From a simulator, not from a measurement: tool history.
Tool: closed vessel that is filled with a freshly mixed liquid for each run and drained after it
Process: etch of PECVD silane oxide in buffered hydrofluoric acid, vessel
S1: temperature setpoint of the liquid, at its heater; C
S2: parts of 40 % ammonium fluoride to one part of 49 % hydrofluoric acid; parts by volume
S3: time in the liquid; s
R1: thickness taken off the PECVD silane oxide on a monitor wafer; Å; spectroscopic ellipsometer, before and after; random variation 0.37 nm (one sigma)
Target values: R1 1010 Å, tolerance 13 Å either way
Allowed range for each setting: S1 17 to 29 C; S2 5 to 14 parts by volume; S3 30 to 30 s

run,hour,S1,S2,S3,R1
1,0,21,8.5,30,946.14
2,2.1,17.5,8.5,30,774.96
3,7.6,18.5,8.5,30,821.23
4,15,18.5,7.5,30,941.03
5,17.2,18.5,9.5,30,749.26
6,26.1,18.5,9.5,30,745.93
7,27.5,20,9.5,30,816.86
8,35.5,21,9.5,30,861.77
9,36.6,21.5,9.5,30,882.92
10,42.3,22,9.5,30,905.8
11,43.9,22.5,9.5,30,931.39
12,51.2,23,9.5,30,958.1
13,54.1,23.5,9.5,30,984.28

Of the 4 settings listed for the next run, only one would bring every result within its allowed miss of target. Which one?
A,57,24.5,9.5,30,?
B,57,21,8,30,?
C,57,23.5,10,30,?
D,57,24,10,30,?

move,R1
A,1042.8
B,1011.4
C,956.04
D,982.5
A: carries the result that was furthest off beyond its target, to the other side
B: every result within its allowed miss
C: the biggest miss grows against the last run
D: the biggest miss grows against the last run
Move B is the one to make.
